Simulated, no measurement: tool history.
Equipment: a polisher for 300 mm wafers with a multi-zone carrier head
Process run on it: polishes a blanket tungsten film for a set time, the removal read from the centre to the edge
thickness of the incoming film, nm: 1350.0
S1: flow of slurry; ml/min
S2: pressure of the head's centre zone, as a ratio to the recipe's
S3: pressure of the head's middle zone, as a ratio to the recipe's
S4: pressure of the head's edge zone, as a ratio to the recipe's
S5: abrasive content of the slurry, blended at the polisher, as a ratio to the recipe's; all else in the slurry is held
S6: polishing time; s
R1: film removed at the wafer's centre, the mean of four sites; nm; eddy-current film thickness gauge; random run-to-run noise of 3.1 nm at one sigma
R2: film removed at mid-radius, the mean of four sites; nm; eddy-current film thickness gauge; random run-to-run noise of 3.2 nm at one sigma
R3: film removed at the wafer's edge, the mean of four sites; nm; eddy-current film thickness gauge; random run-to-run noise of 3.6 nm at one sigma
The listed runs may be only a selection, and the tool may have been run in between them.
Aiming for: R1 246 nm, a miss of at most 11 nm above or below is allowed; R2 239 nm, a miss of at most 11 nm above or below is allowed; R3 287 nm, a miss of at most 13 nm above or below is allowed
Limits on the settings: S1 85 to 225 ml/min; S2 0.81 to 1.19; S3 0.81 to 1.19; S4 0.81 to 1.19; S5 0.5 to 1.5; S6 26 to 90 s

run,hour,S1,S2,S3,S4,S5,S6,R1,R2,R3
1,0,145,1,1,1,1,58,210.7,210.61,215.23
2,3.6,145,1,1,0.97,1,58,216.74,212.02,207.6
3,12.1,145,1,1,0.97,1.2,58,221.02,223.06,223.99
4,16.2,155,1.01,0.99,1.01,1.25,58,233.41,234.76,229.92
5,19.6,155,1.01,0.99,1.08,1.25,58,236.12,224.47,241.57
6,20.6,155,1,0.99,1.1,1.3,59,240.49,237.23,250.56
7,22.1,150,0.99,0.97,1.12,1.35,60,241.12,233.6,256.66
8,22.8,150,0.98,0.96,1.14,1.4,61,243.39,243.62,265.38
9,26.7,150,0.98,0.96,1.14,1.4,61,244.46,239.93,259.87
10,34.2,145,0.97,0.94,1.15,1.4,63,246.02,240.59,281.46

Which of these 5 next moves meets every target?
A,41.7,165,0.98,0.95,1.17,1.4,59,?,?,?
B,41.7,185,1,0.84,1.18,1.45,61,?,?,?
C,41.7,130,0.93,0.89,1.09,1.45,67,?,?,?
D,41.7,145,0.93,0.85,1.19,1.2,73,?,?,?
E,41.7,105,0.87,0.85,1.13,1.1,76,?,?,?

move,R1,R2,R3
A,244.27,235.89,257.01
B,266.24,227.09,273.88
C,250.83,243.7,276.92
D,265.32,247.37,300.02
E,228.02,230.27,280.7
A: its largest miss is bigger than the last run's
B: its largest miss is bigger than the last run's
C: hits every target within its allowed miss
D: takes the result that was furthest off past its target
E: gets the furthest-off result to its target, but another result is out of tolerance
C is the move that brings every result within its allowed miss.

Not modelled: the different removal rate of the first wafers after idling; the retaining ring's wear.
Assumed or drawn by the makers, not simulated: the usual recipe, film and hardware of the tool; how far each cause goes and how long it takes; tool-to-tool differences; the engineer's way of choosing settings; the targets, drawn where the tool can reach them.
